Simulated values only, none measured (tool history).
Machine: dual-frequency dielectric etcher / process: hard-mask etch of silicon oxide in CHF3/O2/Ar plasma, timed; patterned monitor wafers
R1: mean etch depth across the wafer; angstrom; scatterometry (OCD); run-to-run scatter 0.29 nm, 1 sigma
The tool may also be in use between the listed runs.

run 1 day=0.000 | source_power_(kW)=0.480 bias_power_(kW)=0.125 etch_time_(s)=36.5 | R1=610.57
run 2 day=0.346 | source_power_(kW)=0.480 bias_power_(kW)=0.144 etch_time_(s)=36.5 | R1=645.94
run 3 day=0.488 | source_power_(kW)=0.480 bias_power_(kW)=0.160 etch_time_(s)=36.5 | R1=666.24
run 4 day=0.671 | source_power_(kW)=0.490 bias_power_(kW)=0.160 etch_time_(s)=36.5 | R1=670.15
run 5 day=0.762 | source_power_(kW)=0.450 bias_power_(kW)=0.160 etch_time_(s)=36.5 | R1=642.58
run 6 day=1.079 | source_power_(kW)=0.450 bias_power_(kW)=0.160 etch_time_(s)=36.5 | R1=643.49

For run 7, what comes out?
run 7 day=1.358 | source_power_(kW)=0.460 bias_power_(kW)=0.160 etch_time_(s)=36.5 | R1=?

{"run 7": {"R1": 646.89}}
